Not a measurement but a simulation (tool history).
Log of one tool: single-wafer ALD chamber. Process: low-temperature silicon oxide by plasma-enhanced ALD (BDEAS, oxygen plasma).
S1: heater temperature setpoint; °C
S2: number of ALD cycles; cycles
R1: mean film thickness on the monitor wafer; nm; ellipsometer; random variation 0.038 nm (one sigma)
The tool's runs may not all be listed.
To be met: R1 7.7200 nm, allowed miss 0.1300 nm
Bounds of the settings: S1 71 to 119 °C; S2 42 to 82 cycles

{"run": 1, "hour": 0.0, "S1": 95, "S2": 62, "R1": 9.4367}
{"run": 2, "hour": 1.9, "S1": 95, "S2": 66, "R1": 10.185}
{"run": 3, "hour": 5.0, "S1": 97, "S2": 64, "R1": 9.7829}
{"run": 4, "hour": 12.7, "S1": 102, "S2": 64, "R1": 9.6347}
{"run": 5, "hour": 14.1, "S1": 103, "S2": 63, "R1": 9.4518}
{"run": 6, "hour": 23.0, "S1": 111, "S2": 63, "R1": 9.3021}
{"run": 7, "hour": 27.7, "S1": 111, "S2": 62, "R1": 9.2258}
{"run": 8, "hour": 36.7, "S1": 111, "S2": 61, "R1": 8.9491}
{"run": 9, "hour": 45.0, "S1": 111, "S2": 60, "R1": 8.8013}
{"run": 10, "hour": 48.2, "S1": 111, "S2": 59, "R1": 8.7585}
{"run": 11, "hour": 49.9, "S1": 111, "S2": 58, "R1": 8.5336}
{"run": 12, "hour": 55.2, "S1": 111, "S2": 57, "R1": 8.3418}
{"run": 13, "hour": 57.6, "S1": 111, "S2": 57, "R1": 8.3937}
{"run": 14, "hour": 61.2, "S1": 111, "S2": 56, "R1": 8.2945}
{"run": 15, "hour": 62.1, "S1": 113, "S2": 54, "R1": 7.9529}

5 next moves are on the table. One of them brings every result within its allowed miss. Which?
{"run": "A", "hour": 63.0, "S1": 115, "S2": 55, "R1": "?"}
{"run": "B", "hour": 63.0, "S1": 117, "S2": 53, "R1": "?"}
{"run": "C", "hour": 63.0, "S1": 113, "S2": 55, "R1": "?"}
{"run": "D", "hour": 63.0, "S1": 116, "S2": 58, "R1": "?"}
{"run": "E", "hour": 63.0, "S1": 109, "S2": 55, "R1": "?"}

move=A R1=8.1247
move=B R1=7.8038
move=C R1=8.1511
move=D R1=8.5539
move=E R1=8.2039
A: further off than the last run
B: meets every target
C: further off than the last run
D: further off than the last run
E: further off than the last run
Move B is the one to make.
